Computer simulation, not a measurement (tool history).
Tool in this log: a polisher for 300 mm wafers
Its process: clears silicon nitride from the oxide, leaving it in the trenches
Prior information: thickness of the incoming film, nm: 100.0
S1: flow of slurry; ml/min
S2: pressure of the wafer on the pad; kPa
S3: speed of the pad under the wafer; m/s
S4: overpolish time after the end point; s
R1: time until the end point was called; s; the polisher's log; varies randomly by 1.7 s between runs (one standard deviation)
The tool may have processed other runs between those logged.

Run 1, day 0.000: S1 260 ml/min, S2 20.0 kPa, S3 0.92 m/s, S4 4 s. Result: R1 101.74 s.
Run 2, day 0.221: S1 260 ml/min, S2 20.0 kPa, S3 0.78 m/s, S4 4 s. Result: R1 120.84 s.
Run 3, day 0.567: S1 260 ml/min, S2 20.0 kPa, S3 0.78 m/s, S4 4 s. Result: R1 124.23 s.
Run 4, day 0.883: S1 260 ml/min, S2 18.6 kPa, S3 0.78 m/s, S4 4 s. Result: R1 128.44 s.
Run 5, day 0.971: S1 260 ml/min, S2 18.6 kPa, S3 0.78 m/s, S4 4 s. Result: R1 131.92 s.
Run 6, day 1.312: S1 260 ml/min, S2 15.9 kPa, S3 0.78 m/s, S4 4 s. Result: R1 142.62 s.

Forecast run 7:
Run 7, day 1.525: S1 260 ml/min, S2 15.9 kPa, S3 0.78 m/s, S4 4 s. Result: R1 ?.

Run 7 produced R1 141.98 s.
